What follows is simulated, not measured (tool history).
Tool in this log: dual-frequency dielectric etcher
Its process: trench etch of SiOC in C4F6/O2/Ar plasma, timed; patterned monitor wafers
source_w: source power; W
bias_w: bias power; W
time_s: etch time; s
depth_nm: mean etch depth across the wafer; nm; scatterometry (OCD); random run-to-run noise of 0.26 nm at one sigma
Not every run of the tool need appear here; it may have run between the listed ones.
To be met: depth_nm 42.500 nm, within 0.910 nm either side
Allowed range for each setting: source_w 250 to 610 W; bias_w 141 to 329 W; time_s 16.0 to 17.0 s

Run 1, hour 0.0: source_w 430 W, bias_w 235 W, time_s 16.0 s. Result: depth_nm 37.994 nm.
Run 2, hour 8.3: source_w 430 W, bias_w 202 W, time_s 16.0 s. Result: depth_nm 36.153 nm.
Run 3, hour 13.1: source_w 430 W, bias_w 202 W, time_s 17.0 s. Result: depth_nm 38.627 nm.
Run 4, hour 19.0: source_w 430 W, bias_w 171 W, time_s 17.0 s. Result: depth_nm 36.425 nm.
Run 5, hour 25.6: source_w 450 W, bias_w 173 W, time_s 17.0 s. Result: depth_nm 37.237 nm.
Run 6, hour 31.6: source_w 460 W, bias_w 175 W, time_s 17.0 s. Result: depth_nm 38.110 nm.
Run 7, hour 36.0: source_w 470 W, bias_w 176 W, time_s 17.0 s. Result: depth_nm 38.165 nm.
Run 8, hour 42.9: source_w 480 W, bias_w 177 W, time_s 17.0 s. Result: depth_nm 38.626 nm.
Run 9, hour 46.7: source_w 490 W, bias_w 178 W, time_s 17.0 s. Result: depth_nm 39.377 nm.
Run 10, hour 51.1: source_w 500 W, bias_w 179 W, time_s 17.0 s. Result: depth_nm 39.460 nm.
Run 11, hour 51.8: source_w 510 W, bias_w 180 W, time_s 17.0 s. Result: depth_nm 40.194 nm.
Run 12, hour 55.4: source_w 520 W, bias_w 181 W, time_s 17.0 s. Result: depth_nm 41.090 nm.
Run 13, hour 56.9: source_w 540 W, bias_w 182 W, time_s 17.0 s. Result: depth_nm 41.444 nm.

5 next moves are on the table. One of them brings every result within its allowed miss. Which?
Run A, hour 58.4: source_w 540 W, bias_w 175 W, time_s 16.5 s. Result: depth_nm ?.
Run B, hour 58.4: source_w 590 W, bias_w 184 W, time_s 16.0 s. Result: depth_nm ?.
Run C, hour 58.4: source_w 520 W, bias_w 171 W, time_s 17.0 s. Result: depth_nm ?.
Run D, hour 58.4: source_w 600 W, bias_w 182 W, time_s 16.5 s. Result: depth_nm ?.
Run E, hour 58.4: source_w 520 W, bias_w 178 W, time_s 17.0 s. Result: depth_nm ?.

move  depth_nm
   A    39.290
   B    40.381
   C    39.457
   D    41.813
   E    39.998
A: moves away from the targets compared with the last run
B: moves away from the targets compared with the last run
C: moves away from the targets compared with the last run
D: every result lands within tolerance
E: moves away from the targets compared with the last run
The move that meets every target is D.
